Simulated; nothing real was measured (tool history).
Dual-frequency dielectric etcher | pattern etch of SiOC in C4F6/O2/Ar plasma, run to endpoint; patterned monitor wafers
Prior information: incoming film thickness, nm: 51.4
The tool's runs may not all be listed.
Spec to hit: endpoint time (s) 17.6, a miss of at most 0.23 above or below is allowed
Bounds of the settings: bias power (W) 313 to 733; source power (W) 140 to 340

| run | day | bias power (W) | source power (W) | endpoint time (s) |
|---|---|---|---|---|
| 1 | 0 | 523 | 240 | 21.498 |
| 2 | 0.088 | 589 | 240 | 19.998 |
| 3 | 0.425 | 539 | 240 | 21.281 |
| 4 | 0.717 | 539 | 220 | 21.822 |
| 5 | 0.846 | 580 | 220 | 20.974 |
| 6 | 1.004 | 629 | 230 | 19.617 |
| 7 | 1.062 | 629 | 230 | 19.708 |
| 8 | 1.188 | 662 | 230 | 19.096 |
| 9 | 1.296 | 685 | 230 | 18.74 |
| 10 | 1.571 | 701 | 230 | 18.375 |
| 11 | 1.783 | 712 | 230 | 18.237 |
| 12 | 2.138 | 719 | 230 | 18.29 |
| 13 | 2.504 | 719 | 230 | 18.248 |

5 next moves are on the table. One of them brings every result within its allowed miss. Which?
| A | 2.871 | 717 | 240 | ? |
| B | 2.871 | 691 | 230 | ? |
| C | 2.871 | 733 | 240 | ? |
| D | 2.871 | 692 | 220 | ? |
| E | 2.871 | 708 | 240 | ? |

| move | endpoint time (s) |
|---|---|
| A | 17.887 |
| B | 18.56 |
| C | 17.668 |
| D | 18.862 |
| E | 18.014 |
A: closes in on the targets versus the last run, not all within tolerance yet
B: misses by more than the last run did
C: hits every target within its allowed miss
D: misses by more than the last run did
E: closes in on the targets versus the last run, not all within tolerance yet
Correct choice: C, which meets every target

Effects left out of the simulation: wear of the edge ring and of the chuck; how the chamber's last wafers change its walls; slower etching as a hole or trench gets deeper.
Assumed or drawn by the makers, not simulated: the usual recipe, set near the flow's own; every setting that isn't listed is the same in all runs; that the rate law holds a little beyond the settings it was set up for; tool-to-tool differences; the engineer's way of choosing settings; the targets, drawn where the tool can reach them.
